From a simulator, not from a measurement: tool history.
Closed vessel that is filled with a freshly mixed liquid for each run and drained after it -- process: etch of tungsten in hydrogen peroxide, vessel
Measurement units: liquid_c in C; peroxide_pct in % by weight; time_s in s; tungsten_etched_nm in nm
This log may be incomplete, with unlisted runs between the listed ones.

run 1 day=0 | liquid_c=44 peroxide_pct=15.5 time_s=30 | tungsten_etched_nm=49.566
run 2 day=0.375 | liquid_c=44 peroxide_pct=13 time_s=30 | tungsten_etched_nm=45.598
run 3 day=0.688 | liquid_c=48 peroxide_pct=13 time_s=30 | tungsten_etched_nm=58.226
run 4 day=0.738 | liquid_c=43.5 peroxide_pct=13 time_s=30 | tungsten_etched_nm=44.194
run 5 day=0.996 | liquid_c=48 peroxide_pct=13 time_s=30 | tungsten_etched_nm=58.458
run 6 day=1.317 | liquid_c=48 peroxide_pct=12 time_s=30 | tungsten_etched_nm=55.978
run 7 day=1.496 | liquid_c=51 peroxide_pct=12 time_s=30 | tungsten_etched_nm=67.614
run 8 day=1.721 | liquid_c=53.5 peroxide_pct=12 time_s=30 | tungsten_etched_nm=78.608
run 9 day=1.767 | liquid_c=55 peroxide_pct=12 time_s=30 | tungsten_etched_nm=86.064

Expected results for the next run?
run 10 day=1.817 | liquid_c=56 peroxide_pct=12 time_s=30 | tungsten_etched_nm=?

tungsten_etched_nm: 91.155 nm
